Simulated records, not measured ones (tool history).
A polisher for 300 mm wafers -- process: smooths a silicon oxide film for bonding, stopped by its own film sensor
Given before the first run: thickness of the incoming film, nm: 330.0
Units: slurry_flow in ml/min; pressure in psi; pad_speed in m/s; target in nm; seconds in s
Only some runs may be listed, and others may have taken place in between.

| run | hour | slurry_flow | pressure | pad_speed | slurry_solids | target | seconds |
|---|---|---|---|---|---|---|---|
| 1 | 0.0 | 310 | 2.2 | 0.80 | 1.00 | 292 | 69.947 |
| 2 | 4.2 | 310 | 2.3 | 0.80 | 1.00 | 292 | 67.431 |
| 3 | 8.0 | 310 | 2.3 | 0.80 | 0.85 | 292 | 74.266 |
| 4 | 12.3 | 310 | 2.4 | 0.80 | 0.85 | 292 | 71.222 |
| 5 | 15.5 | 310 | 2.5 | 0.80 | 0.85 | 292 | 68.065 |
| 6 | 16.0 | 310 | 2.5 | 0.80 | 0.75 | 292 | 73.433 |

Run 7 is up next; what results do you expect?
| 7 | 19.1 | 310 | 2.5 | 0.80 | 0.75 | 292 | ? |

seconds: 74.122 s
